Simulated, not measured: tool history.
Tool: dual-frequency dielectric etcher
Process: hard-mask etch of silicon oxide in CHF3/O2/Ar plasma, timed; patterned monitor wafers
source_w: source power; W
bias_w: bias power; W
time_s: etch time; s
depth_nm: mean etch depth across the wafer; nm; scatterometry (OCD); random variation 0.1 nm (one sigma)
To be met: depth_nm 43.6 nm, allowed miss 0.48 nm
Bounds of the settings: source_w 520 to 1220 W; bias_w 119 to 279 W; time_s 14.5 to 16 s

| run | hour | source_w | bias_w | time_s | depth_nm |
|---|---|---|---|---|---|
| 1 | 0 | 870 | 199 | 16 | 39.115 |
| 2 | 2.4 | 870 | 199 | 16 | 39.375 |
| 3 | 10.1 | 730 | 199 | 16 | 36.27 |
| 4 | 17 | 730 | 172 | 16 | 34.528 |
| 5 | 21.9 | 730 | 192 | 16 | 35.952 |
| 6 | 26.6 | 820 | 192 | 16 | 37.603 |
| 7 | 28.3 | 900 | 193 | 16 | 39.499 |
| 8 | 31 | 950 | 194 | 16 | 40.417 |

Which of these 4 next moves meets every target?
| A | 33.7 | 900 | 192 | 14.5 | ? |
| B | 33.7 | 830 | 222 | 16 | ? |
| C | 33.7 | 1040 | 213 | 16 | ? |
| D | 33.7 | 880 | 194 | 16 | ? |

| move | depth_nm |
|---|---|
| A | 35.686 |
| B | 39.934 |
| C | 43.394 |
| D | 39.129 |
A: further off than the last run
B: further off than the last run
C: meets every target
D: further off than the last run
Move C is the one to make.

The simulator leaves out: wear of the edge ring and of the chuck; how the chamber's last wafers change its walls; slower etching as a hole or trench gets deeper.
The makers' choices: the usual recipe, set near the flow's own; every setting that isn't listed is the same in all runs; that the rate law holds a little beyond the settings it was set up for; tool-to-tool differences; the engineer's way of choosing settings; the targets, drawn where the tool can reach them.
